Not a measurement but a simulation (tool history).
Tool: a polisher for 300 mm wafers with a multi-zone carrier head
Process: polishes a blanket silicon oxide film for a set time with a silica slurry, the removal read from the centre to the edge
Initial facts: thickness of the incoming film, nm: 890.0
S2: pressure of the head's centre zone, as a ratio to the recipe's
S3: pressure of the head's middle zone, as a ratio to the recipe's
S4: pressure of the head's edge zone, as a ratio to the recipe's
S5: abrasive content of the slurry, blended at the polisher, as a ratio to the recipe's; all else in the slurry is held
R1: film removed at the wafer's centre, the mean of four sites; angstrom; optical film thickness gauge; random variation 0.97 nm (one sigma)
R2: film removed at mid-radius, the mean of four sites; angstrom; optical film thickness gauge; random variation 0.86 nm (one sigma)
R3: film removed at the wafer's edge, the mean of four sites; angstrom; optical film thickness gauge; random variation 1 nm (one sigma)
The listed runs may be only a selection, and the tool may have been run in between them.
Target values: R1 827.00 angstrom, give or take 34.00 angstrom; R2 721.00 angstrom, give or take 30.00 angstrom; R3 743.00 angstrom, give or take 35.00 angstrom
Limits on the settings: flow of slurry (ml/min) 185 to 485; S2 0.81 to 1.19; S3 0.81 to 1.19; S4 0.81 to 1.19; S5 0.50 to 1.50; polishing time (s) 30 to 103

run 1 day=0.000 | flow_of_slurry_(ml/min)=310 S2=1.00 S3=1.00 S4=1.00 S5=1.00 polishing_time_(s)=66 | R1=1685.50 R2=1520.30 R3=1469.40
run 2 day=0.346 | flow_of_slurry_(ml/min)=310 S2=0.99 S3=0.99 S4=0.99 S5=0.95 polishing_time_(s)=63 | R1=1496.60 R2=1402.10 R3=1349.80
run 3 day=0.533 | flow_of_slurry_(ml/min)=310 S2=0.99 S3=0.99 S4=0.99 S5=1.05 polishing_time_(s)=63 | R1=1624.90 R2=1478.40 R3=1464.50
run 4 day=0.712 | flow_of_slurry_(ml/min)=310 S2=0.99 S3=0.97 S4=0.99 S5=1.00 polishing_time_(s)=61 | R1=1525.20 R2=1352.30 R3=1360.00
run 5 day=0.996 | flow_of_slurry_(ml/min)=310 S2=0.99 S3=0.96 S4=0.98 S5=0.95 polishing_time_(s)=59 | R1=1395.50 R2=1252.50 R3=1295.40
run 6 day=1.117 | flow_of_slurry_(ml/min)=310 S2=1.00 S3=0.96 S4=0.97 S5=0.90 polishing_time_(s)=57 | R1=1343.20 R2=1175.30 R3=1176.60
run 7 day=1.271 | flow_of_slurry_(ml/min)=310 S2=0.99 S3=0.95 S4=0.96 S5=0.85 polishing_time_(s)=56 | R1=1215.80 R2=1124.30 R3=1115.40
run 8 day=1.467 | flow_of_slurry_(ml/min)=310 S2=1.00 S3=0.94 S4=0.95 S5=0.80 polishing_time_(s)=55 | R1=1170.50 R2=1005.20 R3=1030.80
run 9 day=1.600 | flow_of_slurry_(ml/min)=310 S2=1.00 S3=0.93 S4=0.94 S5=0.75 polishing_time_(s)=55 | R1=1071.20 R2=940.28 R3=960.40
run 10 day=1.867 | flow_of_slurry_(ml/min)=310 S2=1.00 S3=0.92 S4=0.93 S5=0.75 polishing_time_(s)=55 | R1=1082.50 R2=927.04 R3=951.02
run 11 day=1.975 | flow_of_slurry_(ml/min)=310 S2=1.00 S3=0.92 S4=0.93 S5=0.75 polishing_time_(s)=55 | R1=1066.70 R2=936.24 R3=947.40
run 12 day=2.142 | flow_of_slurry_(ml/min)=310 S2=1.00 S3=0.91 S4=0.92 S5=0.75 polishing_time_(s)=55 | R1=1073.50 R2=938.72 R3=937.21
run 13 day=2.329 | flow_of_slurry_(ml/min)=310 S2=1.00 S3=0.90 S4=0.92 S5=0.75 polishing_time_(s)=55 | R1=1075.70 R2=915.09 R3=932.65
run 14 day=2.617 | flow_of_slurry_(ml/min)=310 S2=0.99 S3=0.89 S4=0.91 S5=0.75 polishing_time_(s)=55 | R1=1048.50 R2=920.15 R3=946.14
run 15 day=2.921 | flow_of_slurry_(ml/min)=305 S2=0.99 S3=0.88 S4=0.89 S5=0.50 polishing_time_(s)=45 | R1=478.03 R2=405.23 R3=419.63
run 16 day=3.238 | flow_of_slurry_(ml/min)=315 S2=0.99 S3=0.89 S4=0.91 S5=0.50 polishing_time_(s)=45 | R1=476.45 R2=412.33 R3=430.47
run 17 day=3.304 | flow_of_slurry_(ml/min)=320 S2=0.99 S3=0.88 S4=0.90 S5=0.55 polishing_time_(s)=45 | R1=576.54 R2=483.27 R3=504.93
run 18 day=3.650 | flow_of_slurry_(ml/min)=325 S2=0.98 S3=0.87 S4=0.89 S5=0.55 polishing_time_(s)=45 | R1=572.47 R2=476.50 R3=501.37
run 19 day=3.875 | flow_of_slurry_(ml/min)=325 S2=0.97 S3=0.87 S4=0.89 S5=0.55 polishing_time_(s)=45 | R1=572.68 R2=480.62 R3=508.14
run 20 day=3.954 | flow_of_slurry_(ml/min)=335 S2=0.96 S3=0.87 S4=0.88 S5=0.55 polishing_time_(s)=45 | R1=560.08 R2=476.39 R3=498.15
run 21 day=4.279 | flow_of_slurry_(ml/min)=335 S2=0.94 S3=0.88 S4=0.88 S5=0.65 polishing_time_(s)=46 | R1=737.46 R2=650.25 R3=658.32
run 22 day=4.567 | flow_of_slurry_(ml/min)=345 S2=0.93 S3=0.88 S4=0.88 S5=0.65 polishing_time_(s)=46 | R1=726.78 R2=647.05 R3=663.69
-- day=4.758 centre zone pressure recalibrated
run 23 day=4.758 | flow_of_slurry_(ml/min)=355 S2=0.93 S3=0.88 S4=0.88 S5=0.65 polishing_time_(s)=46 | R1=660.44 R2=644.32 R3=650.18
run 24 day=5.083 | flow_of_slurry_(ml/min)=355 S2=0.94 S3=0.87 S4=0.87 S5=0.65 polishing_time_(s)=46 | R1=661.89 R2=642.21 R3=671.31
run 25 day=5.208 | flow_of_slurry_(ml/min)=355 S2=0.94 S3=0.87 S4=0.87 S5=0.65 polishing_time_(s)=46 | R1=672.82 R2=630.93 R3=647.48
run 26 day=5.517 | flow_of_slurry_(ml/min)=350 S2=0.94 S3=0.86 S4=0.86 S5=0.65 polishing_time_(s)=46 | R1=682.39 R2=631.66 R3=651.97

Next run, 5 choices. One meets every target within its allowed miss, the rest don't. Which?
run A day=5.825 | flow_of_slurry_(ml/min)=250 S2=1.04 S3=0.81 S4=0.90 S5=0.80 polishing_time_(s)=42 | R1=? R2=? R3=?
run B day=5.825 | flow_of_slurry_(ml/min)=185 S2=0.96 S3=0.81 S4=0.91 S5=0.80 polishing_time_(s)=46 | R1=? R2=? R3=?
run C day=5.825 | flow_of_slurry_(ml/min)=185 S2=1.07 S3=0.90 S4=0.90 S5=0.55 polishing_time_(s)=68 | R1=? R2=? R3=?
run D day=5.825 | flow_of_slurry_(ml/min)=355 S2=0.89 S3=1.03 S4=0.81 S5=0.60 polishing_time_(s)=48 | R1=? R2=? R3=?
run E day=5.825 | flow_of_slurry_(ml/min)=255 S2=1.00 S3=0.81 S4=0.96 S5=1.00 polishing_time_(s)=37 | R1=? R2=? R3=?

move=A R1=816.30 R2=679.43 R3=766.22
move=B R1=816.45 R2=727.66 R3=828.61
move=C R1=817.16 R2=719.07 R3=753.94
move=D R1=602.84 R2=679.71 R3=609.09
move=E R1=832.15 R2=715.30 R3=827.86
A: brings the last run's worst result on target, with another outside its allowed miss
B: brings the last run's worst result on target, with another outside its allowed miss
C: all results land within tolerance of their targets
D: moves away from the targets compared with the last run
E: brings the last run's worst result on target, with another outside its allowed miss
Move C is the one to make.
